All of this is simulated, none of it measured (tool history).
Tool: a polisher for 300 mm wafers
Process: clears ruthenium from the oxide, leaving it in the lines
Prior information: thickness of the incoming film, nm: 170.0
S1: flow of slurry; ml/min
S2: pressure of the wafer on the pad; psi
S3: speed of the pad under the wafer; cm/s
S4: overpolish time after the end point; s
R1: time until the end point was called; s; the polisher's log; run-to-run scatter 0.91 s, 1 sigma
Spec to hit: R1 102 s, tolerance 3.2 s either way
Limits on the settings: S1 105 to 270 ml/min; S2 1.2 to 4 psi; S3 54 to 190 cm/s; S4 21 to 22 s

run 1 hour=0 | S1=175 S2=2.6 S3=122 S4=21 | R1=81.909
run 2 hour=5.1 | S1=170 S2=2.5 S3=122 S4=21 | R1=86.14
run 3 hour=12 | S1=170 S2=2.5 S3=122 S4=21 | R1=85.918
run 4 hour=21 | S1=170 S2=2.2 S3=122 S4=21 | R1=97.537
run 5 hour=28.1 | S1=170 S2=2.2 S3=92 S4=21 | R1=127.56
run 6 hour=36.9 | S1=170 S2=2.2 S3=92 S4=22 | R1=127.63
run 7 hour=41.6 | S1=175 S2=2.3 S3=92 S4=22 | R1=121.94
run 8 hour=45.3 | S1=180 S2=2.4 S3=92 S4=22 | R1=117.26
run 9 hour=46.4 | S1=180 S2=2.5 S3=92 S4=22 | R1=109.92

Of the 5 settings listed for the next run, only one would bring every result within its allowed miss of target. Which one?
run A hour=47.5 | S1=155 S2=2.9 S3=82 S4=22 | R1=?
run B hour=47.5 | S1=165 S2=2.7 S3=96 S4=22 | R1=?
run C hour=47.5 | S1=200 S2=2.5 S3=94 S4=21 | R1=?
run D hour=47.5 | S1=160 S2=2.5 S3=98 S4=21 | R1=?
run E hour=47.5 | S1=205 S2=3.1 S3=74 S4=21 | R1=?

move=A R1=109.74
move=B R1=99.974
move=C R1=106.61
move=D R1=106.19
move=E R1=108.36
A: about the same distance from the targets as the last run
B: all results in spec
C: closes in on the targets versus the last run, not all within tolerance yet
D: closes in on the targets versus the last run, not all within tolerance yet
E: closes in on the targets versus the last run, not all within tolerance yet
Correct choice: B, which meets every target

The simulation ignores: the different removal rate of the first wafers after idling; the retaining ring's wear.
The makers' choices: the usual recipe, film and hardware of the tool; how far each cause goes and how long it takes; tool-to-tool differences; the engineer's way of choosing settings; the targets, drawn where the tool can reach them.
